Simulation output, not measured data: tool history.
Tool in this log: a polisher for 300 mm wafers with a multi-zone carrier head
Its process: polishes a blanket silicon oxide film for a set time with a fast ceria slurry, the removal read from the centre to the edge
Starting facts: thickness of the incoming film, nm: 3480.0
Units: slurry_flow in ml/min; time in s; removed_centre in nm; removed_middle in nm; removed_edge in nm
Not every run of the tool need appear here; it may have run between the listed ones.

run    day  slurry_flow  centre_zone  middle_zone  edge_zone  time  removed_centre  removed_middle  removed_edge
  1      0          270            1            1          1    70          1019.3          1039.5        1012.3
  2  0.354          270            1            1          1    63          940.97          928.28        904.62
  3  0.675          270            1         0.93          1    63          944.65          867.19        913.31
  4  0.796          270            1         0.94       0.97    62           935.8          901.79        888.51
  5  1.138          270         1.01         0.94       0.96    61          915.82          863.03         880.5
  6  1.483          270         1.01         0.94       0.91    61          936.63          858.35        839.11

What will run 7 give?
  7  1.538          270            1         0.94        0.9    61               ?               ?             ?

{"run 7": {"removed_centre": 913.66, "removed_middle": 865.28, "removed_edge": 859.86}}

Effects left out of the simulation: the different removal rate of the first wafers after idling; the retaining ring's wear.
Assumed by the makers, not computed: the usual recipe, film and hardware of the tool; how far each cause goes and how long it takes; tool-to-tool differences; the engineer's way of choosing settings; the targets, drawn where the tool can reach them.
